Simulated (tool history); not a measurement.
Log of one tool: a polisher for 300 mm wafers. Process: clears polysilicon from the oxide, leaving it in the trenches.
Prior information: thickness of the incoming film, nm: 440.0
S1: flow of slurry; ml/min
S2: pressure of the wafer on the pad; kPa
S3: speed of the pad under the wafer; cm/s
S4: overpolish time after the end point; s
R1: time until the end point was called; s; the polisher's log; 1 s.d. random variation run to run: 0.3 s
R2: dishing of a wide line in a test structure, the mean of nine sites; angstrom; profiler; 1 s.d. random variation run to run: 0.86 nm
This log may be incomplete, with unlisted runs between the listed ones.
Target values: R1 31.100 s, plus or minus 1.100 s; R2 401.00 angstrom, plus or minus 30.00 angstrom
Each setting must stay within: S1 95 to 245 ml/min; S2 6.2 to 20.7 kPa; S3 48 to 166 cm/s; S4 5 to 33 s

{"run": 1, "hour": 0.0, "S1": 155, "S2": 13.1, "S3": 106, "S4": 17, "R1": 49.46, "R2": 405.92}
{"run": 2, "hour": 2.6, "S1": 155, "S2": 16.5, "S3": 106, "S4": 17, "R1": 39.643, "R2": 424.44}
{"run": 3, "hour": 3.3, "S1": 140, "S2": 16.5, "S3": 106, "S4": 17, "R1": 40.791, "R2": 419.25}
{"run": 4, "hour": 10.5, "S1": 150, "S2": 17.2, "S3": 106, "S4": 14, "R1": 38.069, "R2": 417.19}
{"run": 5, "hour": 17.4, "S1": 155, "S2": 17.9, "S3": 106, "S4": 12, "R1": 36.181, "R2": 408.15}
{"run": 6, "hour": 23.5, "S1": 155, "S2": 15.9, "S3": 106, "S4": 12, "R1": 41.159, "R2": 402.38}
{"run": 7, "hour": 26.1, "S1": 165, "S2": 16.5, "S3": 106, "S4": 11, "R1": 39.751, "R2": 410.9}
{"run": 8, "hour": 29.7, "S1": 160, "S2": 17.2, "S3": 106, "S4": 10, "R1": 38.415, "R2": 402.87}
{"run": 9, "hour": 34.1, "S1": 160, "S2": 17.9, "S3": 106, "S4": 9, "R1": 36.118, "R2": 409.22}
{"run": 10, "hour": 37.0, "S1": 155, "S2": 18.6, "S3": 106, "S4": 8, "R1": 35.104, "R2": 384.74}
{"run": 11, "hour": 41.7, "S1": 160, "S2": 18.6, "S3": 106, "S4": 8, "R1": 34.841, "R2": 376.56}
{"run": 12, "hour": 45.1, "S1": 165, "S2": 18.6, "S3": 106, "S4": 9, "R1": 34.734, "R2": 409.95}
{"run": 13, "hour": 53.7, "S1": 165, "S2": 19.3, "S3": 106, "S4": 9, "R1": 34.018, "R2": 396.52}
{"run": 14, "hour": 56.0, "S1": 165, "S2": 20.0, "S3": 108, "S4": 9, "R1": 32.411, "R2": 405.35}

4 candidate next runs follow, results not yet known. Just one meets every target within its allowed miss. Identify it.
{"run": "A", "hour": 58.3, "S1": 215, "S2": 20.7, "S3": 98, "S4": 11, "R1": "?", "R2": "?"}
{"run": "B", "hour": 58.3, "S1": 165, "S2": 18.6, "S3": 120, "S4": 5, "R1": "?", "R2": "?"}
{"run": "C", "hour": 58.3, "S1": 160, "S2": 20.7, "S3": 108, "S4": 9, "R1": "?", "R2": "?"}
{"run": "D", "hour": 58.3, "S1": 155, "S2": 20.7, "S3": 108, "S4": 5, "R1": "?", "R2": "?"}

move=A R1=32.872 R2=399.35
move=B R1=31.461 R2=331.78
move=C R1=31.327 R2=391.00
move=D R1=31.470 R2=331.74
A: further off than the last run
B: the worst result of the last run now meets its target, but another is out of spec
C: in spec on every target
D: the worst result of the last run now meets its target, but another is out of spec
C meets every target.
